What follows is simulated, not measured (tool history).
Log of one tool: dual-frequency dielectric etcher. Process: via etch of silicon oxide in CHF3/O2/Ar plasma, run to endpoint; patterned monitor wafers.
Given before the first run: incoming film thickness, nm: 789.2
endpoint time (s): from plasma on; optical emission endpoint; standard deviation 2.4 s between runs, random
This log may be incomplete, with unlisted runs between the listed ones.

Run 1, hour 0: source power (W) 750, bias power (W) 198. Result: endpoint time (s) 355.6.
Run 2, hour 1.1: source power (W) 820, bias power (W) 205. Result: endpoint time (s) 340.45.
Run 3, hour 3.5: source power (W) 870, bias power (W) 211. Result: endpoint time (s) 334.
Run 4, hour 11.2: source power (W) 730, bias power (W) 211. Result: endpoint time (s) 344.36.
Run 5, hour 19.1: source power (W) 650, bias power (W) 211. Result: endpoint time (s) 359.65.
Run 6, hour 22.5: source power (W) 740, bias power (W) 211. Result: endpoint time (s) 345.88.

For run 7, what comes out?
Run 7, hour 24.7: source power (W) 800, bias power (W) 221. Result: endpoint time (s) ?.

endpoint time (s): 330.46
